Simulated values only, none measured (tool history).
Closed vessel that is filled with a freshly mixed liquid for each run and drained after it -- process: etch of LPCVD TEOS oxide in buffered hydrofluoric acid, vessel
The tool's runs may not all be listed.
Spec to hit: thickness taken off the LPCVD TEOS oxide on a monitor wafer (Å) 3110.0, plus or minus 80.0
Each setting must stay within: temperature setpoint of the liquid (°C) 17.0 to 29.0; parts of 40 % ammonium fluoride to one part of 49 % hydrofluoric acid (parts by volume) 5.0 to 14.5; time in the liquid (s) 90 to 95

| run | day | temperature setpoint of the liquid (°C) | parts of 40 % ammonium fluoride to one part of 49 % hydrofluoric acid (parts by volume) | time in the liquid (s) | thickness taken off the LPCVD TEOS oxide on a monitor wafer (Å) |
|---|---|---|---|---|---|
| 1 | 0.000 | 21.0 | 9.0 | 90 | 4054.3 |
| 2 | 0.221 | 21.0 | 9.0 | 95 | 4215.5 |
| 3 | 0.446 | 20.0 | 9.0 | 95 | 4031.6 |
| 4 | 0.621 | 20.0 | 9.0 | 95 | 4049.5 |
| 5 | 0.946 | 19.5 | 9.0 | 95 | 3874.9 |
| 6 | 1.071 | 19.5 | 10.0 | 95 | 3660.2 |
| 7 | 1.367 | 19.0 | 10.0 | 95 | 3538.7 |
| 8 | 1.496 | 18.5 | 10.0 | 95 | 3418.3 |

Exercise: of the 5 proposed moves below, exactly one satisfies all targets within the stated allowed misses. Which move is it?
| A | 1.625 | 21.0 | 11.5 | 90 | ? |
| B | 1.625 | 19.5 | 10.5 | 90 | ? |
| C | 1.625 | 17.5 | 10.0 | 95 | ? |
| D | 1.625 | 18.5 | 10.0 | 90 | ? |
| E | 1.625 | 18.5 | 10.5 | 90 | ? |

| move | thickness taken off the LPCVD TEOS oxide on a monitor wafer (Å) |
|---|---|
| A | 3260.7 |
| B | 3276.7 |
| C | 3239.2 |
| D | 3247.8 |
| E | 3097.1 |
A: moves toward the targets from the last run without getting all of them in spec
B: moves toward the targets from the last run without getting all of them in spec
C: moves toward the targets from the last run without getting all of them in spec
D: moves toward the targets from the last run without getting all of them in spec
E: each result inside its tolerance
Move E is the one to make.

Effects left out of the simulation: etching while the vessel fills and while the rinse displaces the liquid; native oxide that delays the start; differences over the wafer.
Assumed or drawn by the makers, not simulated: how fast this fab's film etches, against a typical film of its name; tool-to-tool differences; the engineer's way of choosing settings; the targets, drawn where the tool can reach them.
